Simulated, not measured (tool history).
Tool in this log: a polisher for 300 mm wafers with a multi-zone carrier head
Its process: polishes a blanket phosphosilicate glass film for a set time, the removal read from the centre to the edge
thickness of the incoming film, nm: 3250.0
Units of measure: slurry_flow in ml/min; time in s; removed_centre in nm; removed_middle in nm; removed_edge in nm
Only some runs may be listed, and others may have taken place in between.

run	hour	slurry_flow	centre_zone	middle_zone	edge_zone	slurry_solids	time	removed_centre	removed_middle	removed_edge
1	0.0	300	1.00	1.00	1.00	1.00	66	430.41	488.82	485.32
2	5.3	300	0.99	1.00	0.97	0.95	66	418.83	483.99	472.40
3	12.5	300	0.99	1.00	0.97	0.95	50	313.35	365.13	358.58
4	16.1	300	0.93	1.00	0.97	0.95	50	294.95	370.40	354.92
5	23.3	300	0.93	1.00	0.97	0.85	50	283.40	344.05	344.14
# hour 30.4: centre zone pressure recalibrated
6	30.4	310	0.96	1.03	0.99	0.90	50	339.48	366.11	356.55
7	38.3	270	0.88	1.13	1.06	1.00	55	354.44	458.67	418.58
8	46.1	285	0.90	1.12	1.05	1.00	55	368.52	440.55	419.08

What will run 9 give?
9	54.2	290	0.90	1.12	1.03	1.00	55	?	?	?

{"run 9": {"removed_centre": 368.17, "removed_middle": 449.02, "removed_edge": 413.89}}

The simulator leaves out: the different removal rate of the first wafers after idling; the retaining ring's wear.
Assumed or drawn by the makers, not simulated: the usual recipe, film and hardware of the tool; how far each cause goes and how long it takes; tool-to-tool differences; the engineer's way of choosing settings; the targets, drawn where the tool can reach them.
